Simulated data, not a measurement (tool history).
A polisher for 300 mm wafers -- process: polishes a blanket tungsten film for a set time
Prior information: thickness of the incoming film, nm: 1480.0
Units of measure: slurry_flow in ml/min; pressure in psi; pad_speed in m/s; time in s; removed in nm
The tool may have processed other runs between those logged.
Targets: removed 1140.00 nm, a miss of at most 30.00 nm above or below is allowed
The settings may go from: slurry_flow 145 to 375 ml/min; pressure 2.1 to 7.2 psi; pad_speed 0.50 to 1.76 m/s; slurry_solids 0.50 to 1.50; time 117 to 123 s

{"run": 1, "day": 0.0, "slurry_flow": 240, "pressure": 4.6, "pad_speed": 1.12, "slurry_solids": 1.0, "time": 117, "removed": 759.6}
{"run": 2, "day": 0.317, "slurry_flow": 245, "pressure": 4.9, "pad_speed": 1.12, "slurry_solids": 1.0, "time": 117, "removed": 798.13}
{"run": 3, "day": 0.617, "slurry_flow": 245, "pressure": 4.9, "pad_speed": 1.12, "slurry_solids": 1.0, "time": 123, "removed": 845.01}
{"run": 4, "day": 0.696, "slurry_flow": 245, "pressure": 5.2, "pad_speed": 1.12, "slurry_solids": 1.0, "time": 123, "removed": 894.51}
{"run": 5, "day": 0.929, "slurry_flow": 275, "pressure": 5.2, "pad_speed": 1.12, "slurry_solids": 1.0, "time": 123, "removed": 910.88}
{"run": 6, "day": 1.217, "slurry_flow": 275, "pressure": 5.4, "pad_speed": 1.12, "slurry_solids": 1.0, "time": 123, "removed": 941.58}
{"run": 7, "day": 1.475, "slurry_flow": 275, "pressure": 5.6, "pad_speed": 1.12, "slurry_solids": 1.0, "time": 123, "removed": 964.13}
{"run": 8, "day": 1.671, "slurry_flow": 275, "pressure": 5.8, "pad_speed": 1.12, "slurry_solids": 1.0, "time": 123, "removed": 995.88}
{"run": 9, "day": 1.996, "slurry_flow": 275, "pressure": 5.9, "pad_speed": 1.12, "slurry_solids": 1.0, "time": 123, "removed": 1012.9}
{"run": 10, "day": 2.233, "slurry_flow": 275, "pressure": 6.0, "pad_speed": 1.12, "slurry_solids": 1.0, "time": 123, "removed": 1025.7}
{"run": 11, "day": 2.408, "slurry_flow": 275, "pressure": 6.1, "pad_speed": 1.12, "slurry_solids": 1.0, "time": 123, "removed": 1034.4}
{"run": 12, "day": 2.7, "slurry_flow": 275, "pressure": 6.1, "pad_speed": 1.12, "slurry_solids": 1.0, "time": 123, "removed": 1052.5}
{"run": 13, "day": 3.067, "slurry_flow": 275, "pressure": 6.2, "pad_speed": 1.12, "slurry_solids": 1.0, "time": 123, "removed": 1065.4}
{"run": 14, "day": 3.167, "slurry_flow": 275, "pressure": 6.3, "pad_speed": 1.12, "slurry_solids": 1.0, "time": 123, "removed": 1066.0}
{"run": 15, "day": 3.512, "slurry_flow": 280, "pressure": 6.4, "pad_speed": 1.12, "slurry_solids": 1.0, "time": 123, "removed": 1108.5}
{"run": 16, "day": 3.538, "slurry_flow": 280, "pressure": 6.4, "pad_speed": 1.12, "slurry_solids": 1.0, "time": 123, "removed": 1092.4}

Next run, 5 choices. One meets every target within its allowed miss, the rest don't. Which?
{"run": "A", "day": 3.562, "slurry_flow": 295, "pressure": 6.1, "pad_speed": 1.12, "slurry_solids": 0.9, "time": 123, "removed": "?"}
{"run": "B", "day": 3.562, "slurry_flow": 310, "pressure": 6.6, "pad_speed": 1.22, "slurry_solids": 0.85, "time": 123, "removed": "?"}
{"run": "C", "day": 3.562, "slurry_flow": 300, "pressure": 6.6, "pad_speed": 1.04, "slurry_solids": 1.05, "time": 119, "removed": "?"}
{"run": "D", "day": 3.562, "slurry_flow": 285, "pressure": 6.4, "pad_speed": 0.96, "slurry_solids": 1.05, "time": 122, "removed": "?"}
{"run": "E", "day": 3.562, "slurry_flow": 245, "pressure": 6.9, "pad_speed": 0.9, "slurry_solids": 1.05, "time": 122, "removed": "?"}

move=A removed=1024.10
move=B removed=1150.50
move=C removed=1071.30
move=D removed=1014.30
move=E removed=1041.60
A: moves away from the targets compared with the last run
B: meets every target
C: moves away from the targets compared with the last run
D: moves away from the targets compared with the last run
E: moves away from the targets compared with the last run
The move that meets every target is B.

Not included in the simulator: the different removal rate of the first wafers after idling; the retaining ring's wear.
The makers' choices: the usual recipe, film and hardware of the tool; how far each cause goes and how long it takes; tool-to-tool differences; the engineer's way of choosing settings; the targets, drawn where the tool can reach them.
